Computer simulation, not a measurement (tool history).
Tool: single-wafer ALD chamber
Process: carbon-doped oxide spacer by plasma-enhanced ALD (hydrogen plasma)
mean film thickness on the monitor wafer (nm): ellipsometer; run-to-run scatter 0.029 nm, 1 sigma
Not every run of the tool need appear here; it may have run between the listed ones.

| run | day | heater temperature setpoint (deg C) | number of ALD cycles (cycles) | mean film thickness on the monitor wafer (nm) |
|---|---|---|---|---|
| 1 | 0.000 | 390 | 246 | 12.376 |
| 2 | 0.050 | 390 | 253 | 12.678 |
| 3 | 0.421 | 390 | 228 | 11.471 |
| 4 | 0.671 | 390 | 240 | 12.026 |
| 5 | 0.867 | 390 | 228 | 11.435 |
| 6 | 1.000 | 390 | 240 | 12.073 |
| 7 | 1.138 | 390 | 249 | 12.461 |
| 8 | 1.321 | 390 | 256 | 12.820 |
| 9 | 1.454 | 390 | 261 | 13.036 |
| 10 | 1.796 | 390 | 261 | 13.038 |

Run 11 has not been measured yet. What should we expect?
| 11 | 1.875 | 390 | 265 | ? |

Run 11 yielded mean film thickness on the monitor wafer (nm) 13.325.
